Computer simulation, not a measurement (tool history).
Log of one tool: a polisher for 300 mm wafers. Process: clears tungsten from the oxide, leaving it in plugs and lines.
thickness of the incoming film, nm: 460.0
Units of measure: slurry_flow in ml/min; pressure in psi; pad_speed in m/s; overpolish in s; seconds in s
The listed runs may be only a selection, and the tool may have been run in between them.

| run | day | slurry_flow | pressure | pad_speed | slurry_solids | overpolish | seconds |
|---|---|---|---|---|---|---|---|
| 1 | 0 | 300 | 4.3 | 1.3 | 1 | 9 | 73.119 |
| 2 | 0.121 | 300 | 3.6 | 1.2 | 1 | 9 | 93.959 |
| 3 | 0.442 | 300 | 3.1 | 1.14 | 1 | 9 | 110.72 |
| 4 | 0.754 | 300 | 2.8 | 1.1 | 1 | 9 | 125.9 |
| 5 | 1.071 | 230 | 2.8 | 1.1 | 1 | 9 | 131.41 |
| 6 | 1.142 | 230 | 2.8 | 1.1 | 1.2 | 9 | 121.44 |

Forecast run 7:
| 7 | 1.454 | 225 | 2.5 | 1.08 | 1.2 | 9 | ? |

Run 7 yielded seconds 136.77 s.

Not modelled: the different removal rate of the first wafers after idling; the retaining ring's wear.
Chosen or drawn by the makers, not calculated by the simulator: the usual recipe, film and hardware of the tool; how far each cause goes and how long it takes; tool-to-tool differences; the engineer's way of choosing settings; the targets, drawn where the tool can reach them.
